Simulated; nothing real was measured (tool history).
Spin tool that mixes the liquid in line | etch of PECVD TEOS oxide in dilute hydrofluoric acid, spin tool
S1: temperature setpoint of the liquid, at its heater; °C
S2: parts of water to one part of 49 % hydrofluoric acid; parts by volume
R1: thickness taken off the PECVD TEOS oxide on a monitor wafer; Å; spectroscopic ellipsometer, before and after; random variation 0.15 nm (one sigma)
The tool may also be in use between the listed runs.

run 1 hour=0 | S1=23 S2=90 time_under_the_liquid_(s)=70 | R1=187.37
run 2 hour=3.4 | S1=23 S2=65 time_under_the_liquid_(s)=70 | R1=263.7
run 3 hour=8.8 | S1=21 S2=75 time_under_the_liquid_(s)=70 | R1=209.19
run 4 hour=14.7 | S1=21 S2=75 time_under_the_liquid_(s)=70 | R1=211.2
run 5 hour=23 | S1=20 S2=80 time_under_the_liquid_(s)=70 | R1=188.13
run 6 hour=24.8 | S1=20 S2=70 time_under_the_liquid_(s)=70 | R1=213.85
run 7 hour=28.9 | S1=20 S2=70 time_under_the_liquid_(s)=70 | R1=219.17
run 8 hour=30.8 | S1=19 S2=75 time_under_the_liquid_(s)=70 | R1=193.24
run 9 hour=37.2 | S1=18.5 S2=80 time_under_the_liquid_(s)=70 | R1=177.62
run 10 hour=39.9 | S1=18 S2=80 time_under_the_liquid_(s)=70 | R1=169.86

The next listed run, before its measurement:
run 11 hour=48.6 | S1=17.5 S2=80 time_under_the_liquid_(s)=70 | R1=?

R1: 170.5 Å
